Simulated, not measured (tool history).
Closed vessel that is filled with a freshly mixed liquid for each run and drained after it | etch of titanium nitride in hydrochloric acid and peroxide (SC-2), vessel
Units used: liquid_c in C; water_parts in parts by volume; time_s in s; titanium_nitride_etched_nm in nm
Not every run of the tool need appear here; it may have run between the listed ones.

Run 1, hour 0.0: liquid_c 49.0 C, water_parts 10.5 parts by volume, time_s 115 s. Result: titanium_nitride_etched_nm 2.6903 nm.
Run 2, hour 4.8: liquid_c 49.0 C, water_parts 10.5 parts by volume, time_s 115 s. Result: titanium_nitride_etched_nm 2.7063 nm.
Run 3, hour 7.6: liquid_c 52.5 C, water_parts 10.5 parts by volume, time_s 115 s. Result: titanium_nitride_etched_nm 3.4348 nm.
Run 4, hour 13.8: liquid_c 50.0 C, water_parts 10.5 parts by volume, time_s 115 s. Result: titanium_nitride_etched_nm 2.8706 nm.
Run 5, hour 21.0: liquid_c 53.0 C, water_parts 10.5 parts by volume, time_s 115 s. Result: titanium_nitride_etched_nm 3.5168 nm.
Run 6, hour 25.2: liquid_c 47.5 C, water_parts 10.5 parts by volume, time_s 115 s. Result: titanium_nitride_etched_nm 2.4343 nm.
Run 7, hour 29.1: liquid_c 51.0 C, water_parts 10.5 parts by volume, time_s 115 s. Result: titanium_nitride_etched_nm 3.0621 nm.
Run 8, hour 33.8: liquid_c 59.0 C, water_parts 10.5 parts by volume, time_s 115 s. Result: titanium_nitride_etched_nm 5.1478 nm.
Run 9, hour 40.1: liquid_c 60.0 C, water_parts 10.5 parts by volume, time_s 115 s. Result: titanium_nitride_etched_nm 5.4375 nm.
Run 10, hour 44.0: liquid_c 61.0 C, water_parts 10.5 parts by volume, time_s 115 s. Result: titanium_nitride_etched_nm 5.7518 nm.
Run 11, hour 52.9: liquid_c 61.5 C, water_parts 10.5 parts by volume, time_s 115 s. Result: titanium_nitride_etched_nm 6.0288 nm.
Run 12, hour 57.8: liquid_c 62.0 C, water_parts 10.5 parts by volume, time_s 115 s. Result: titanium_nitride_etched_nm 6.2133 nm.

Estimate the outcome of run 13 from the log above:
Run 13, hour 58.7: liquid_c 62.0 C, water_parts 10.5 parts by volume, time_s 115 s. Result: titanium_nitride_etched_nm ?.

{"run 13": {"titanium_nitride_etched_nm": 6.2075}}
